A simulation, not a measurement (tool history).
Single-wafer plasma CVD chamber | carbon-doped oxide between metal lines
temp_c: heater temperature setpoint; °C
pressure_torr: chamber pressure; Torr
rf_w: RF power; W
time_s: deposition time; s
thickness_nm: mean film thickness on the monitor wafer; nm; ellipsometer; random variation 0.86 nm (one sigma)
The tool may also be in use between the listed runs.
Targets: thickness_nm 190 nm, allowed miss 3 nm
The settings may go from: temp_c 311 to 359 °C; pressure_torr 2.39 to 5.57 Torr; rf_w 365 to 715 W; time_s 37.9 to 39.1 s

run  hour  temp_c  pressure_torr  rf_w  time_s  thickness_nm
  1     0     335           3.98   540    37.9        204.78
  2   2.7     338           3.86   535    37.9        200.68
  3   9.5     338           3.86   535    37.9        202.03
  4  10.9     338           4.14   535    37.9        202.32
  5  15.4     341           4.06   530    37.9        202.14
  6  16.9     349           4.06   530    37.9        195.54
  7  24.5     350              4   530    37.9        193.63
  8    30     351           3.97   530    37.9        194.49
  9  33.5     352           3.92   530    37.9        192.41

5 next moves are on the table. One of them brings every result within its allowed miss. Which?
  A    37     354           3.93   530    38.9             ?
  B    37     352           3.74   525    38.7             ?
  C    37     351           3.96   485    39.1             ?
  D    37     347           3.07   530    39.1             ?
  E    37     350           4.21   525      39             ?

move  thickness_nm
   A        198.66
   B        196.24
   C        189.63
   D        197.99
   E        201.55
A: further off than the last run
B: further off than the last run
C: meets every target
D: further off than the last run
E: further off than the last run
The right move is C.

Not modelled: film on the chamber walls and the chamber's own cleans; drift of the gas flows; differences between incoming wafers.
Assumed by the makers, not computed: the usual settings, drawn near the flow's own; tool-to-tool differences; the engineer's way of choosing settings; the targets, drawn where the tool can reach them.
